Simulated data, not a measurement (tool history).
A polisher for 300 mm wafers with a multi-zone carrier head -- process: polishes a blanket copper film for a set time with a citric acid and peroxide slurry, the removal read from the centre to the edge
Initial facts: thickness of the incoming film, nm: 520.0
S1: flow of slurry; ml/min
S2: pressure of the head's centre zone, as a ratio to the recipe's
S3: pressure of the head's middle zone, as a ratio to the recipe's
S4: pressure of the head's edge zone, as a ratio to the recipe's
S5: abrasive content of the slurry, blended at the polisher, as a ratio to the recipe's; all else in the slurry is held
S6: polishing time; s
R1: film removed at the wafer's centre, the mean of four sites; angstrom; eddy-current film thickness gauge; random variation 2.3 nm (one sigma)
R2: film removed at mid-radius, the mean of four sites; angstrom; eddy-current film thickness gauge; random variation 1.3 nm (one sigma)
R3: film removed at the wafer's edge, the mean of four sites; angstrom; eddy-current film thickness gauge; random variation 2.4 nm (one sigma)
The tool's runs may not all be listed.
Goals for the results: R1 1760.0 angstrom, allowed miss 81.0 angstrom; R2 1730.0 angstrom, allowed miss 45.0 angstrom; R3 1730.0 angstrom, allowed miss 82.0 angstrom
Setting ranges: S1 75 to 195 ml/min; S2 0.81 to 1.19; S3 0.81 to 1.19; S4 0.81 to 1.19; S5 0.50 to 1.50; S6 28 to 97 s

{"run": 1, "hour": 0.0, "S1": 125, "S2": 1.0, "S3": 1.0, "S4": 1.0, "S5": 1.0, "S6": 62, "R1": 1098.5, "R2": 1094.9, "R3": 1125.9}
{"run": 2, "hour": 7.2, "S1": 100, "S2": 1.0, "S3": 1.0, "S4": 1.0, "S5": 1.0, "S6": 62, "R1": 1030.0, "R2": 1063.2, "R3": 1064.9}
{"run": 3, "hour": 13.7, "S1": 100, "S2": 1.0, "S3": 1.0, "S4": 1.06, "S5": 1.0, "S6": 62, "R1": 1027.5, "R2": 1077.5, "R3": 1103.2}
{"run": 4, "hour": 20.0, "S1": 100, "S2": 1.0, "S3": 1.08, "S4": 1.06, "S5": 1.0, "S6": 62, "R1": 1031.8, "R2": 1122.4, "R3": 1123.5}
{"run": 5, "hour": 22.0, "S1": 115, "S2": 1.0, "S3": 1.08, "S4": 1.06, "S5": 1.0, "S6": 62, "R1": 1096.9, "R2": 1157.6, "R3": 1137.9}
{"run": 6, "hour": 24.3, "S1": 115, "S2": 1.04, "S3": 1.08, "S4": 1.06, "S5": 1.0, "S6": 62, "R1": 1097.8, "R2": 1171.0, "R3": 1162.2}
{"run": 7, "hour": 27.3, "S1": 130, "S2": 1.06, "S3": 1.09, "S4": 1.06, "S5": 1.1, "S6": 63, "R1": 1208.8, "R2": 1251.3, "R3": 1227.8}
{"run": 8, "hour": 30.3, "S1": 140, "S2": 1.08, "S3": 1.1, "S4": 1.08, "S5": 1.2, "S6": 64, "R1": 1331.0, "R2": 1336.5, "R3": 1311.9}
{"run": 9, "hour": 38.0, "S1": 175, "S2": 1.09, "S3": 1.14, "S4": 1.18, "S5": 1.45, "S6": 72, "R1": 1636.3, "R2": 1678.2, "R3": 1614.8}

Which of these 4 next moves meets every target?
{"run": "A", "hour": 45.7, "S1": 170, "S2": 1.07, "S3": 1.12, "S4": 1.1, "S5": 1.5, "S6": 78, "R1": "?", "R2": "?", "R3": "?"}
{"run": "B", "hour": 45.7, "S1": 195, "S2": 1.08, "S3": 1.19, "S4": 0.99, "S5": 1.5, "S6": 68, "R1": "?", "R2": "?", "R3": "?"}
{"run": "C", "hour": 45.7, "S1": 175, "S2": 1.08, "S3": 1.08, "S4": 1.13, "S5": 1.5, "S6": 77, "R1": "?", "R2": "?", "R3": "?"}
{"run": "D", "hour": 45.7, "S1": 195, "S2": 1.09, "S3": 1.17, "S4": 1.16, "S5": 1.5, "S6": 75, "R1": "?", "R2": "?", "R3": "?"}

move=A R1=1759.6 R2=1787.1 R3=1729.9
move=B R1=1584.3 R2=1675.0 R3=1451.5
move=C R1=1761.6 R2=1717.5 R3=1737.7
move=D R1=1763.5 R2=1820.0 R3=1733.2
A: gets the furthest-off result to its target, but another result is out of tolerance
B: the biggest miss grows against the last run
C: every result lands within tolerance
D: gets the furthest-off result to its target, but another result is out of tolerance
Answer: C

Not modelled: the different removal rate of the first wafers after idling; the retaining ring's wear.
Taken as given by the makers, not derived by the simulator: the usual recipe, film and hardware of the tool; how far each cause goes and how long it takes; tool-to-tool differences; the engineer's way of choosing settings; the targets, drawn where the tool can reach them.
